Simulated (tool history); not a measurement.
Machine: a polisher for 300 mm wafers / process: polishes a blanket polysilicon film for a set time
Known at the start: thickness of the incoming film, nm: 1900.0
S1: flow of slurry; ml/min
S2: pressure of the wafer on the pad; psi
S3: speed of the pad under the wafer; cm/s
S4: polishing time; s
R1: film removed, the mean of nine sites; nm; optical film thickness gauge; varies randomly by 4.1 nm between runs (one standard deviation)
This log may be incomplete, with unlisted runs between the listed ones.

run	hour	S1	S2	S3	S4	R1
1	0	155	2.2	100	103	836.25
2	6.6	185	2.2	100	103	870.1
3	9.1	220	2.2	100	103	897.57
4	15.3	220	2.2	126	103	1114.8
5	17.3	210	1.8	102	103	731.76
6	20.1	205	1.5	88	103	557.26
7	25.7	200	1.3	78	103	416.39
8	31.3	195	1.2	76	103	384.76

Run 9, settings as shown, results not yet in. Your forecast:
9	38.5	185	1.1	76	103	?

{"run 9": {"R1": 358.88}}

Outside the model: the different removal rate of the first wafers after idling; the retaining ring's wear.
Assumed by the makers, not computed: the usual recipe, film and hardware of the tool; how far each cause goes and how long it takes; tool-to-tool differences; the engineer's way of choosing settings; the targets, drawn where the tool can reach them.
